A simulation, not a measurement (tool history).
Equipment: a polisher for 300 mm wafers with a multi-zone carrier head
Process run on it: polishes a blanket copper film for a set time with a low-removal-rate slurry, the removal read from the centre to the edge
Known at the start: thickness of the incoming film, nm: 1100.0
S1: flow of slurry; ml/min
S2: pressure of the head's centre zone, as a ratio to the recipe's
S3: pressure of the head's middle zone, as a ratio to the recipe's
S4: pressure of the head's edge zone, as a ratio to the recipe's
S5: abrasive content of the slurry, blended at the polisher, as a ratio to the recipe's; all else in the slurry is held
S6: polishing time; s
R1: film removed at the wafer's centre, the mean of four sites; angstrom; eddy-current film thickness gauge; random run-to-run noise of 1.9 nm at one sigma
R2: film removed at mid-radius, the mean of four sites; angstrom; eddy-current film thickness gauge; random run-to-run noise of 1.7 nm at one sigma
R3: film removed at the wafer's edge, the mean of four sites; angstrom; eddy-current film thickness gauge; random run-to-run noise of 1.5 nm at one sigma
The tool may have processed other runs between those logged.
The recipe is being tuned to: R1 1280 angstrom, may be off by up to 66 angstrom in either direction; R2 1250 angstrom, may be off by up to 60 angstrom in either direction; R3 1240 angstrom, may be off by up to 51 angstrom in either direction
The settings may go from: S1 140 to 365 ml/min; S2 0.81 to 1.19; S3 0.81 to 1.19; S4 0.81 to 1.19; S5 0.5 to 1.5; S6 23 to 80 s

run	hour	S1	S2	S3	S4	S5	S6	R1	R2	R3
1	0	235	1	1	1	1	51	1615.1	1591.5	1693.4
2	5.7	235	1	0.95	1	1	51	1581.1	1537.8	1706
3	10	235	1.04	0.95	1	1	51	1637.8	1560.4	1689.6
4	17.7	235	1.04	0.96	0.99	0.95	50	1613.8	1568.6	1636.8
5	26.5	235	1.04	0.92	0.99	0.95	50	1593.5	1449.8	1631.4
6	34.1	235	1.04	0.92	0.92	0.95	50	1633.7	1435.2	1608.1
7	36.2	235	1.04	0.93	0.92	0.9	49	1561.5	1423.1	1486
8	43.4	235	1.03	0.93	0.91	0.85	49	1474.2	1382.8	1480
9	46.6	235	1.03	0.93	0.9	0.8	49	1486.8	1387.5	1418.2
10	51.6	235	1.02	0.93	0.89	0.8	49	1441.7	1364.6	1431.1
11	56.7	235	1.02	0.93	0.88	0.75	49	1390.2	1353.1	1372.7
# hour 59.7: edge zone pressure recalibrated
12	59.7	235	1.02	0.93	0.87	0.75	49	1427.2	1340.9	1355.8

Exactly one of the 5 candidate moves below puts every result within its allowed miss. Which one?
A	62.7	220	1.03	0.98	0.93	0.95	41	?	?	?
B	62.7	230	1.19	1.1	0.81	0.8	44	?	?	?
C	62.7	225	0.89	0.94	1.01	0.7	47	?	?	?
D	62.7	235	1.04	0.87	0.9	1	47	?	?	?
E	62.7	265	0.99	0.91	0.86	0.55	47	?	?	?

move	R1	R2	R3
A	1286.8	1254.1	1257.8
B	1515.4	1376.4	1205.4
C	1146.8	1261.2	1346.4
D	1524.8	1363.7	1454.7
E	1174.6	1134.3	1150.1
A: every result lands within tolerance
B: the furthest-off result lands on target, but another misses its tolerance
C: nearer the targets than the last run, but a result is still out of spec
D: moves away from the targets compared with the last run
E: takes the result that was furthest off past its target
Correct choice: A, which meets every target
